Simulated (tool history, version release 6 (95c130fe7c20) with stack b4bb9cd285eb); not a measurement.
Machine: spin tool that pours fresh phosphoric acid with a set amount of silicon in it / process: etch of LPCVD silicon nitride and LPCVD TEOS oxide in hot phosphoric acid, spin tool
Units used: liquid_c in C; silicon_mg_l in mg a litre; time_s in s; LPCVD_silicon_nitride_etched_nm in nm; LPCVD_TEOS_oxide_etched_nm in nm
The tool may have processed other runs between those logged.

run	hour	liquid_c	silicon_mg_l	time_s	LPCVD_silicon_nitride_etched_nm	LPCVD_TEOS_oxide_etched_nm
1	0.0	159.0	10.5	115	9.8543	0.17338
2	8.8	158.5	9.0	110	9.2391	0.13203
3	16.3	159.5	9.0	110	9.4386	0.19515
4	24.2	159.5	8.5	105	9.1400	0.15338
5	31.7	159.5	8.5	120	10.4140	0.19645
6	40.1	161.0	8.5	120	10.9350	0.21374
7	45.7	160.5	7.0	115	10.3070	0.20060
8	47.9	160.0	7.0	110	9.7262	0.18713

Forecast run 9:
9	49.4	160.0	6.0	105	?	?

{"run 9": {"LPCVD_silicon_nitride_etched_nm": 9.263, "LPCVD_TEOS_oxide_etched_nm": 0.21039}}
